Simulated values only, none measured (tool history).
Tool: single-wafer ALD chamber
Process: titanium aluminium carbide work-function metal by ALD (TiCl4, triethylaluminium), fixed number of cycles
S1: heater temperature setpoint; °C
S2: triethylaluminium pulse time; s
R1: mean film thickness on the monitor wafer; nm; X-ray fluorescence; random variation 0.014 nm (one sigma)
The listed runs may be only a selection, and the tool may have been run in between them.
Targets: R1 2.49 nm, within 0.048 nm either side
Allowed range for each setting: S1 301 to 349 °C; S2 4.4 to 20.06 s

run 1 hour=0 | S1=325 S2=12.23 | R1=2.3348
run 2 hour=8.5 | S1=316 S2=12.23 | R1=2.2485
run 3 hour=12.4 | S1=321 S2=12.23 | R1=2.2875
run 4 hour=19.5 | S1=323 S2=12.52 | R1=2.3483
run 5 hour=20.6 | S1=323 S2=15.96 | R1=2.3446
run 6 hour=25.6 | S1=325 S2=16.06 | R1=2.3507
run 7 hour=30.4 | S1=327 S2=16.12 | R1=2.387
run 8 hour=32.5 | S1=328 S2=16.19 | R1=2.3844
run 9 hour=39.4 | S1=329 S2=16.27 | R1=2.391
run 10 hour=45 | S1=330 S2=16.36 | R1=2.4112
-- hour=46.2 thermocouple changed; heater temperature recalibrated
run 11 hour=46.2 | S1=331 S2=16.41 | R1=2.3752
run 12 hour=51.1 | S1=333 S2=16.87 | R1=2.3909
run 13 hour=55.2 | S1=335 S2=17.27 | R1=2.4104

Of the 5 settings listed for the next run, only one would bring every result within its allowed miss of target. Which one?
run A hour=59.3 | S1=349 S2=20.06 | R1=?
run B hour=59.3 | S1=334 S2=17.89 | R1=?
run C hour=59.3 | S1=332 S2=15.78 | R1=?
run D hour=59.3 | S1=349 S2=19.69 | R1=?
run E hour=59.3 | S1=343 S2=19.24 | R1=?

move=A R1=2.5556
move=B R1=2.3941
move=C R1=2.3677
move=D R1=2.5552
move=E R1=2.4911
A: moves the result that the last run missed by most past its target, out the other side
B: moves away from the targets compared with the last run
C: moves away from the targets compared with the last run
D: moves the result that the last run missed by most past its target, out the other side
E: each result inside its tolerance
Go with E: it meets all targets.
